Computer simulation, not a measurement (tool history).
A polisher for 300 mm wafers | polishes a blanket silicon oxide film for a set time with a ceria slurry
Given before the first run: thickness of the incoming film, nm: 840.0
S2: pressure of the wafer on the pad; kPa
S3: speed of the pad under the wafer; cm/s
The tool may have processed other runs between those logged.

run 1 hour=0.0 | flow_of_slurry_(ml/min)=185 S2=23.4 S3=110 polishing_time_(s)=38 | film_removed_(Å)=2287.30
run 2 hour=4.1 | flow_of_slurry_(ml/min)=185 S2=23.4 S3=110 polishing_time_(s)=34 | film_removed_(Å)=2026.00
run 3 hour=11.6 | flow_of_slurry_(ml/min)=180 S2=21.4 S3=110 polishing_time_(s)=34 | film_removed_(Å)=1874.30
run 4 hour=18.6 | flow_of_slurry_(ml/min)=175 S2=19.3 S3=110 polishing_time_(s)=34 | film_removed_(Å)=1680.20
run 5 hour=21.7 | flow_of_slurry_(ml/min)=170 S2=17.9 S3=110 polishing_time_(s)=34 | film_removed_(Å)=1539.30
run 6 hour=23.2 | flow_of_slurry_(ml/min)=165 S2=17.2 S3=110 polishing_time_(s)=34 | film_removed_(Å)=1503.40
run 7 hour=24.4 | flow_of_slurry_(ml/min)=150 S2=10.3 S3=110 polishing_time_(s)=34 | film_removed_(Å)=911.57
run 8 hour=29.0 | flow_of_slurry_(ml/min)=170 S2=11.0 S3=110 polishing_time_(s)=34 | film_removed_(Å)=976.93
run 9 hour=32.8 | flow_of_slurry_(ml/min)=170 S2=11.7 S3=110 polishing_time_(s)=34 | film_removed_(Å)=1050.60
run 10 hour=33.5 | flow_of_slurry_(ml/min)=180 S2=11.7 S3=110 polishing_time_(s)=34 | film_removed_(Å)=1044.20
run 11 hour=35.0 | flow_of_slurry_(ml/min)=190 S2=11.7 S3=110 polishing_time_(s)=34 | film_removed_(Å)=1067.90
run 12 hour=38.7 | flow_of_slurry_(ml/min)=200 S2=11.7 S3=110 polishing_time_(s)=34 | film_removed_(Å)=1065.90
run 13 hour=39.8 | flow_of_slurry_(ml/min)=210 S2=11.7 S3=110 polishing_time_(s)=34 | film_removed_(Å)=1065.00
run 14 hour=45.6 | flow_of_slurry_(ml/min)=215 S2=11.7 S3=110 polishing_time_(s)=34 | film_removed_(Å)=1080.70

Run 15 has not been measured yet. What should we expect?
run 15 hour=46.9 | flow_of_slurry_(ml/min)=220 S2=11.7 S3=110 polishing_time_(s)=34 | film_removed_(Å)=?

film removed (Å): 1069.80
